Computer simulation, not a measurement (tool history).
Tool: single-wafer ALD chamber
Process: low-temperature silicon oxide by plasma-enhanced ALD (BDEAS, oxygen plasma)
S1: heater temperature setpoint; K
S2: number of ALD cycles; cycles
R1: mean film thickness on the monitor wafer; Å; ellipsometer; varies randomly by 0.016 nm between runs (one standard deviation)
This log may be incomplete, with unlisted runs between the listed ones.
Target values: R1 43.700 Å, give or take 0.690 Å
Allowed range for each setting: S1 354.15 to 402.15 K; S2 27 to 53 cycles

Run 1, hour 0.0: S1 378.15 K, S2 40 cycles. Result: R1 53.344 Å.
Run 2, hour 6.1: S1 374.15 K, S2 40 cycles. Result: R1 53.819 Å.
Run 3, hour 8.9: S1 364.15 K, S2 40 cycles. Result: R1 55.237 Å.
Run 4, hour 16.7: S1 364.15 K, S2 37 cycles. Result: R1 51.436 Å.
Run 5, hour 20.4: S1 364.15 K, S2 40 cycles. Result: R1 55.727 Å.
Run 6, hour 26.6: S1 360.15 K, S2 40 cycles. Result: R1 56.475 Å.
Run 7, hour 35.6: S1 366.15 K, S2 39 cycles. Result: R1 53.679 Å.
At hour 44.4: thermocouple changed; heater temperature recalibrated.
Run 8, hour 44.4: S1 370.15 K, S2 38 cycles. Result: R1 51.862 Å.
Run 9, hour 48.4: S1 370.15 K, S2 38 cycles. Result: R1 51.811 Å.
Run 10, hour 56.8: S1 374.15 K, S2 37 cycles. Result: R1 49.780 Å.
Run 11, hour 63.6: S1 377.15 K, S2 36 cycles. Result: R1 48.082 Å.
Run 12, hour 69.7: S1 380.15 K, S2 36 cycles. Result: R1 48.094 Å.
Run 13, hour 74.4: S1 380.15 K, S2 36 cycles. Result: R1 47.752 Å.
Run 14, hour 80.6: S1 383.15 K, S2 36 cycles. Result: R1 47.514 Å.
Run 15, hour 89.4: S1 385.15 K, S2 36 cycles. Result: R1 47.375 Å.
Run 16, hour 90.2: S1 390.15 K, S2 32 cycles. Result: R1 41.821 Å.

Which of these 4 next moves meets every target?
Run A, hour 91.0: S1 388.15 K, S2 30 cycles. Result: R1 ?.
Run B, hour 91.0: S1 383.15 K, S2 32 cycles. Result: R1 ?.
Run C, hour 91.0: S1 394.15 K, S2 34 cycles. Result: R1 ?.
Run D, hour 91.0: S1 397.15 K, S2 33 cycles. Result: R1 ?.

move      R1
   A  39.426
   B  42.500
   C  44.114
   D  42.541
A: further off than the last run
B: moves toward the targets from the last run without getting all of them in spec
C: all results land within tolerance of their targets
D: moves toward the targets from the last run without getting all of them in spec
Go with C: it meets all targets.
